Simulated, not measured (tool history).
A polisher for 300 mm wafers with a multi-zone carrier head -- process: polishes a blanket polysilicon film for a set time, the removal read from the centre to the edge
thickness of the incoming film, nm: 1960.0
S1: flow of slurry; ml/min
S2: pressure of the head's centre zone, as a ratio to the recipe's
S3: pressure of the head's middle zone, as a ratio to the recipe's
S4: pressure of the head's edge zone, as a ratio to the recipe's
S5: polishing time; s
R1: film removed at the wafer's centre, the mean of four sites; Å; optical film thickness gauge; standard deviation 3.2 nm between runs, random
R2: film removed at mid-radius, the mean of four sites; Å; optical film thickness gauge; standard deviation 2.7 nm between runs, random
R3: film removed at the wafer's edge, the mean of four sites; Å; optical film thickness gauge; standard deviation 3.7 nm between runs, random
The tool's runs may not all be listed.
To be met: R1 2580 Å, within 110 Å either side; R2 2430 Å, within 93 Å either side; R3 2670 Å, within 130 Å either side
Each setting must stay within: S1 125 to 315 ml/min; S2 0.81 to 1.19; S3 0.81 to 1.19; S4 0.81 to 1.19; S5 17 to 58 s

run,hour,S1,S2,S3,S4,S5,R1,R2,R3
1,0,205,1,1,1,37,3859.3,3978.1,3783.9
2,4.4,185,1,1,1,37,3873.1,3974.6,3755.9
3,13.2,185,0.99,0.96,1,33,3418.4,3404.3,3341.5
4,17.1,135,0.99,0.96,1,33,3203.6,3236.5,3332.2
5,20.2,160,0.99,0.96,1,33,3285.3,3251.4,3305.6
# hour 25.3: edge zone pressure recalibrated
6,25.3,195,0.99,0.96,1,33,3381,3383,3612.3
7,31,175,1,0.95,0.98,31,3233.3,3130.9,3361.8
8,34.5,170,0.95,0.87,0.88,23,2254.1,2158.9,2264.6
9,41.5,185,0.96,0.88,0.91,23,2227.3,2234.2,2349.9
10,48.2,190,0.99,0.89,0.93,23,2360.2,2256.2,2432.7
11,53.3,190,0.99,0.89,0.93,23,2334.8,2241.7,2328.6
12,61,190,1,0.89,0.96,24,2518.6,2329.9,2504.7
13,69.1,190,1,0.89,0.98,24,2484.5,2335.8,2551.9

Which one of the following 4 next-run settings gets every result inside its allowed miss? There is exactly one.
A,77.2,195,0.97,0.89,0.99,22,?,?,?
B,77.2,195,1.08,0.99,0.96,23,?,?,?
C,77.2,125,1.03,0.92,1.02,26,?,?,?
D,77.2,180,0.9,0.94,0.81,25,?,?,?

move,R1,R2,R3
A,2180.4,2128.9,2383.7
B,2541.7,2415.1,2454.4
C,2563.9,2434,2737.2
D,2273.8,2500.5,2463.7
A: further off than the last run
B: corrects the largest miss of the last run, while another result sits out of spec
C: all results land within tolerance of their targets
D: corrects the largest miss of the last run, while another result sits out of spec
The right move is C.
